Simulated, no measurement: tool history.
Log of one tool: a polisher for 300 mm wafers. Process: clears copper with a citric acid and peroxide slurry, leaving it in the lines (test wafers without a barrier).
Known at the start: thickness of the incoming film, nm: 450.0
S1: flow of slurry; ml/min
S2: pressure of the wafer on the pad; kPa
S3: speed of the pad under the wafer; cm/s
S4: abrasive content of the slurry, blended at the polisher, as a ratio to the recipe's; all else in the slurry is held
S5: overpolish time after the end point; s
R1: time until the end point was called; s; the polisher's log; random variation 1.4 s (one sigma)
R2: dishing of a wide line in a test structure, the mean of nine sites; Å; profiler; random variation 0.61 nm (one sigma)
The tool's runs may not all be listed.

run,hour,S1,S2,S3,S4,S5,R1,R2
1,0.0,190,20.7,130,1.0,19,156.51,402.59
2,5.4,190,21.4,130,1.0,19,150.04,428.13
3,7.0,190,21.4,130,1.1,19,151.11,420.37
4,13.6,190,21.4,130,1.3,19,139.39,437.93
5,22.4,190,17.9,130,1.3,19,167.91,376.88
# hour 27.8: slurry nozzle cleaned
6,27.8,190,19.3,130,1.3,19,150.23,414.07

Run 7 comes next. What will it give?
7,35.2,190,20.0,130,1.3,19,?,?

{"run 7": {"R1": 144.63, "R2": 427.26}}
